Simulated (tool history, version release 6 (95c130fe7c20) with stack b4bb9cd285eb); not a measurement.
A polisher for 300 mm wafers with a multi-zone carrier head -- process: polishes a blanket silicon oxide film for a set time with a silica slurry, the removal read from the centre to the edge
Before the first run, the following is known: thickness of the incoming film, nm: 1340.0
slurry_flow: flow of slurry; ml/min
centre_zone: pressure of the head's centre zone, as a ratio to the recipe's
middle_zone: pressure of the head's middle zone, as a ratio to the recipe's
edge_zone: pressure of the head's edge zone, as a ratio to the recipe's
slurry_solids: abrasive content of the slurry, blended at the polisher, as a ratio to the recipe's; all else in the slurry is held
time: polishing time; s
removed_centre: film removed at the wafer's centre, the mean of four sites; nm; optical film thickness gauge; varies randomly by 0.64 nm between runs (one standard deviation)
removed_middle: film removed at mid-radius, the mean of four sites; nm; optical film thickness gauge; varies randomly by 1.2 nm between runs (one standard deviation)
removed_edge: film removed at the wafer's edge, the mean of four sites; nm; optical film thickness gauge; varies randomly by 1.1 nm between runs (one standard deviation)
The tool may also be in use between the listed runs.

run	day	slurry_flow	centre_zone	middle_zone	edge_zone	slurry_solids	time	removed_centre	removed_middle	removed_edge
1	0	125	1	1	1	1	66	112.01	113.95	112.82
2	0.121	125	1	1	1	1	76	128.3	130.4	130.36
3	0.275	125	1	0.97	1	1	76	128.92	125.2	131.85
4	0.367	125	1.03	0.97	1	1	76	133.45	127.51	130.38
5	0.542	125	1	0.97	1	1	76	131.31	127.84	129.59
6	0.917	120	0.99	0.94	0.95	0.9	76	119.02	120.3	118.58

Predict the results of run 7:
7	1	115	1.02	0.91	0.94	0.8	75	?	?	?

removed_centre: 112.14 nm
removed_middle: 105.57 nm
removed_edge: 108.89 nm
